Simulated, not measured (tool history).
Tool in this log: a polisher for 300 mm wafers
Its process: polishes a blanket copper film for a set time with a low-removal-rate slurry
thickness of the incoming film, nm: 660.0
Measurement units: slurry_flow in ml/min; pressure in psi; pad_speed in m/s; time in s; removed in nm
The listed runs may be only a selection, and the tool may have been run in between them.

run,day,slurry_flow,pressure,pad_speed,slurry_solids,time,removed
1,0.000,125,2.7,1.28,1.0,67,223.38
2,0.204,125,2.7,1.16,1.0,67,200.38
3,0.408,125,2.1,1.16,1.0,67,160.15
4,0.729,125,2.1,1.16,1.0,71,170.96
5,1.017,125,1.9,1.16,1.0,71,154.20
6,1.362,125,1.5,1.16,1.0,71,121.57
7,1.579,130,1.5,1.16,1.0,71,124.78

For run 8, what comes out?
8,1.658,135,1.6,1.16,1.0,71,?

{"run 8": {"removed": 132.97}}
